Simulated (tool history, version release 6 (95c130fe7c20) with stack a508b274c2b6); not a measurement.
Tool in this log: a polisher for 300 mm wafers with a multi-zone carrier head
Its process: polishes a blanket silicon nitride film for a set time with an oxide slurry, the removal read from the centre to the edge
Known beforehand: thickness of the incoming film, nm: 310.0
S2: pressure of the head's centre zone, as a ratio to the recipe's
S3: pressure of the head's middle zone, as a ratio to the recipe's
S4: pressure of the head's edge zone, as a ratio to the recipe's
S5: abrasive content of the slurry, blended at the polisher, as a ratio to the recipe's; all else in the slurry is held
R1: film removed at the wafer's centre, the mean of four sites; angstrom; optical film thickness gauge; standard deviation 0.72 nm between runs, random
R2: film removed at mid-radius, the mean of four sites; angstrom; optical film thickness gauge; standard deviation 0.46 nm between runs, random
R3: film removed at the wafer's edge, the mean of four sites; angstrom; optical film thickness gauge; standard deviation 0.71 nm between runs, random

{"run": 1, "day": 0.0, "flow of slurry (ml/min)": 260, "S2": 1.0, "S3": 1.0, "S4": 1.0, "S5": 1.0, "polishing time (s)": 57, "R1": 325.26, "R2": 331.35, "R3": 322.53}
{"run": 2, "day": 0.204, "flow of slurry (ml/min)": 260, "S2": 1.0, "S3": 1.07, "S4": 1.0, "S5": 1.0, "polishing time (s)": 57, "R1": 328.06, "R2": 337.55, "R3": 327.93}
{"run": 3, "day": 0.542, "flow of slurry (ml/min)": 265, "S2": 1.01, "S3": 1.08, "S4": 1.0, "S5": 1.05, "polishing time (s)": 59, "R1": 352.77, "R2": 362.65, "R3": 352.2}
{"run": 4, "day": 0.821, "flow of slurry (ml/min)": 270, "S2": 1.02, "S3": 1.09, "S4": 0.99, "S5": 1.1, "polishing time (s)": 60, "R1": 365.45, "R2": 380.46, "R3": 350.38}
{"run": 5, "day": 0.979, "flow of slurry (ml/min)": 270, "S2": 1.03, "S3": 1.09, "S4": 1.01, "S5": 1.15, "polishing time (s)": 62, "R1": 388.7, "R2": 401.16, "R3": 373.76}
{"run": 6, "day": 1.154, "flow of slurry (ml/min)": 270, "S2": 1.03, "S3": 1.09, "S4": 1.01, "S5": 1.15, "polishing time (s)": 52, "R1": 317.97, "R2": 336.73, "R3": 317.02}
{"run": 7, "day": 1.438, "flow of slurry (ml/min)": 270, "S2": 1.04, "S3": 1.09, "S4": 1.03, "S5": 1.2, "polishing time (s)": 55, "R1": 349.74, "R2": 362.61, "R3": 344.25}
{"run": 8, "day": 1.521, "flow of slurry (ml/min)": 270, "S2": 1.05, "S3": 1.1, "S4": 1.05, "S5": 1.25, "polishing time (s)": 57, "R1": 377.33, "R2": 383.61, "R3": 358.51}
{"run": 9, "day": 1.621, "flow of slurry (ml/min)": 270, "S2": 1.04, "S3": 1.1, "S4": 1.07, "S5": 1.3, "polishing time (s)": 59, "R1": 384.37, "R2": 401.75, "R3": 383.46}
{"run": 10, "day": 1.904, "flow of slurry (ml/min)": 270, "S2": 1.05, "S3": 1.1, "S4": 1.08, "S5": 1.35, "polishing time (s)": 61, "R1": 409.41, "R2": 418.14, "R3": 396.8}
{"run": 11, "day": 2.229, "flow of slurry (ml/min)": 275, "S2": 1.05, "S3": 1.1, "S4": 1.09, "S5": 1.35, "polishing time (s)": 63, "R1": 425.33, "R2": 440.24, "R3": 417.41}
{"run": 12, "day": 2.475, "flow of slurry (ml/min)": 280, "S2": 1.06, "S3": 1.1, "S4": 1.1, "S5": 1.35, "polishing time (s)": 64, "R1": 440.81, "R2": 442.19, "R3": 434.1}
{"run": 13, "day": 2.829, "flow of slurry (ml/min)": 305, "S2": 1.11, "S3": 1.19, "S4": 1.13, "S5": 1.5, "polishing time (s)": 71, "R1": 527.96, "R2": 545.58, "R3": 514.4}
{"run": 14, "day": 3.012, "flow of slurry (ml/min)": 310, "S2": 1.12, "S3": 1.19, "S4": 1.13, "S5": 1.5, "polishing time (s)": 72, "R1": 546.67, "R2": 554.99, "R3": 503.76}

Estimate the outcome of run 15 from the log above:
{"run": 15, "day": 3.292, "flow of slurry (ml/min)": 310, "S2": 1.12, "S3": 1.19, "S4": 1.14, "S5": 1.5, "polishing time (s)": 72, "R1": "?", "R2": "?", "R3": "?"}

{"run 15": {"R1": 554.68, "R2": 551.55, "R3": 509.21}}
